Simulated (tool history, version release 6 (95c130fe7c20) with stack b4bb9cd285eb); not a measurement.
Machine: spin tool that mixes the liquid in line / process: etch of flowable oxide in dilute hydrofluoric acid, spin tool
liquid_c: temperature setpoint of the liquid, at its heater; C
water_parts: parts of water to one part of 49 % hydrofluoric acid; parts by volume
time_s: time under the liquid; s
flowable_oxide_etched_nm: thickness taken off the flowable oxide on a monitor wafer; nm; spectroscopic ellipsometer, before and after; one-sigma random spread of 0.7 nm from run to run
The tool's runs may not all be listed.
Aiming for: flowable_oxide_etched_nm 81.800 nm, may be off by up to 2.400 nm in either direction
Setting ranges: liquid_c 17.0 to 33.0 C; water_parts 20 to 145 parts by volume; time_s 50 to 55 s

run	hour	liquid_c	water_parts	time_s	flowable_oxide_etched_nm
1	0.0	25.0	80	50	29.746
2	5.7	25.0	65	50	36.521
3	9.2	25.0	65	55	40.682
4	12.5	25.0	40	55	69.051
5	20.1	25.0	40	50	62.946
6	28.0	22.0	40	50	55.401
7	34.6	23.5	40	50	59.127
8	38.8	24.5	40	50	61.655
9	45.8	25.5	40	50	63.925
10	50.2	26.5	40	50	66.725
11	57.8	27.0	40	50	66.805
12	64.9	27.5	40	50	69.663

Which one of the following 5 next-run settings gets every result inside its allowed miss? There is exactly one.
A	72.0	28.0	50	50	?
B	72.0	24.5	30	55	?
C	72.0	29.0	40	55	?
D	72.0	28.0	45	50	?
E	72.0	27.5	45	50	?

move	flowable_oxide_etched_nm
A	55.575
B	91.184
C	80.827
D	62.250
E	61.019
A: the biggest miss grows against the last run
B: the result that was furthest off in the last run now lies on the other side of its target
C: each result inside its tolerance
D: the biggest miss grows against the last run
E: the biggest miss grows against the last run
Answer: C
